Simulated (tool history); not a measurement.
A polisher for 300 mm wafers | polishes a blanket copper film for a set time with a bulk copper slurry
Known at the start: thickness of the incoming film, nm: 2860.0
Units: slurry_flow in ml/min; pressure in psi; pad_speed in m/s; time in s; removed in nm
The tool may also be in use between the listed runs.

run,hour,slurry_flow,pressure,pad_speed,slurry_solids,time,removed
1,0,280,2.1,1.16,1,93,766.74
2,5.2,280,2,1.16,1,93,742.22
3,6.9,280,2,1,1,93,648.34
4,13.1,280,1.6,1,1,93,529.25
5,17.4,280,1.6,0.78,1,93,440.63
6,26.3,280,1.3,0.78,1,93,357.09
7,33.6,280,1.5,0.78,1,93,406.61
8,35.6,280,1.7,0.78,1,93,466.58
9,41.1,280,1.8,0.78,1,93,491
10,44.9,280,1.9,0.78,1,93,511.02
11,50.7,280,2,0.78,1,93,529.24

The next listed run, before its measurement:
12,52.1,280,2.4,0.8,1,93,?

Run 12 gave removed 638.79 nm.
